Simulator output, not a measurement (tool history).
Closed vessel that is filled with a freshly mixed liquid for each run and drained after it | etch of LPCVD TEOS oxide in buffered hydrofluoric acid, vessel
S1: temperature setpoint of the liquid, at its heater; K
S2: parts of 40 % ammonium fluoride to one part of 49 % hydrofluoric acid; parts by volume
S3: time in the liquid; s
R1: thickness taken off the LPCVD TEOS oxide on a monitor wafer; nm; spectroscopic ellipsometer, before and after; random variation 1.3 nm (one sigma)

| run | hour | S1 | S2 | S3 | R1 |
|---|---|---|---|---|---|
| 1 | 0.0 | 296.15 | 22.5 | 90 | 118.65 |
| 2 | 7.4 | 298.15 | 22.5 | 90 | 132.55 |
| 3 | 12.2 | 298.15 | 22.5 | 90 | 133.58 |
| 4 | 17.6 | 298.65 | 22.5 | 90 | 136.02 |
| 5 | 22.1 | 299.15 | 22.5 | 90 | 138.67 |
| 6 | 27.5 | 295.65 | 22.5 | 90 | 114.48 |

Run 7 comes next. What will it give?
| 7 | 34.7 | 296.65 | 22.5 | 90 | ? |

R1: 122.09 nm

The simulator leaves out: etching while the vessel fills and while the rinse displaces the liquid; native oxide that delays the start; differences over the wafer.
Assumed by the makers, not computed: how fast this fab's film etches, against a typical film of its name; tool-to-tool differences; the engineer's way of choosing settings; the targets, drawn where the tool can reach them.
